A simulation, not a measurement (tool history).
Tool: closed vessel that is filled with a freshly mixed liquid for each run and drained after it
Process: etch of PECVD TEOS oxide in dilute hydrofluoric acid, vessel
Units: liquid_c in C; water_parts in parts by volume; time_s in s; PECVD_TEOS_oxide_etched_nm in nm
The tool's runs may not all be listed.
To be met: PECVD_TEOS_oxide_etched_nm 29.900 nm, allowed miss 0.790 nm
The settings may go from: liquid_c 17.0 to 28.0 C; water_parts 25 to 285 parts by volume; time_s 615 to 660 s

Run 1, hour 0.0: liquid_c 20.0 C, water_parts 155 parts by volume, time_s 615 s. Result: PECVD_TEOS_oxide_etched_nm 41.136 nm.
Run 2, hour 5.6: liquid_c 19.0 C, water_parts 165 parts by volume, time_s 615 s. Result: PECVD_TEOS_oxide_etched_nm 37.018 nm.
Run 3, hour 8.4: liquid_c 19.0 C, water_parts 165 parts by volume, time_s 615 s. Result: PECVD_TEOS_oxide_etched_nm 37.373 nm.
Run 4, hour 9.5: liquid_c 21.0 C, water_parts 165 parts by volume, time_s 615 s. Result: PECVD_TEOS_oxide_etched_nm 40.489 nm.
Run 5, hour 13.8: liquid_c 21.0 C, water_parts 165 parts by volume, time_s 660 s. Result: PECVD_TEOS_oxide_etched_nm 43.451 nm.
Run 6, hour 18.2: liquid_c 21.0 C, water_parts 205 parts by volume, time_s 660 s. Result: PECVD_TEOS_oxide_etched_nm 33.064 nm.
Run 7, hour 26.5: liquid_c 20.0 C, water_parts 205 parts by volume, time_s 660 s. Result: PECVD_TEOS_oxide_etched_nm 32.186 nm.
Run 8, hour 30.9: liquid_c 19.5 C, water_parts 205 parts by volume, time_s 660 s. Result: PECVD_TEOS_oxide_etched_nm 31.586 nm.
Run 9, hour 31.8: liquid_c 19.0 C, water_parts 205 parts by volume, time_s 660 s. Result: PECVD_TEOS_oxide_etched_nm 31.153 nm.

4 next moves are on the table. One of them brings every result within its allowed miss. Which?
Run A, hour 32.7: liquid_c 21.0 C, water_parts 210 parts by volume, time_s 615 s. Result: PECVD_TEOS_oxide_etched_nm ?.
Run B, hour 32.7: liquid_c 20.0 C, water_parts 200 parts by volume, time_s 650 s. Result: PECVD_TEOS_oxide_etched_nm ?.
Run C, hour 32.7: liquid_c 19.5 C, water_parts 195 parts by volume, time_s 635 s. Result: PECVD_TEOS_oxide_etched_nm ?.
Run D, hour 32.7: liquid_c 18.5 C, water_parts 200 parts by volume, time_s 660 s. Result: PECVD_TEOS_oxide_etched_nm ?.

move  PECVD_TEOS_oxide_etched_nm
   A                      29.862
   B                      32.211
   C                      31.810
   D                      30.852
A: meets every target
B: further off than the last run
C: further off than the last run
D: nearer than the last run, and not there yet
Move A is the one to make.
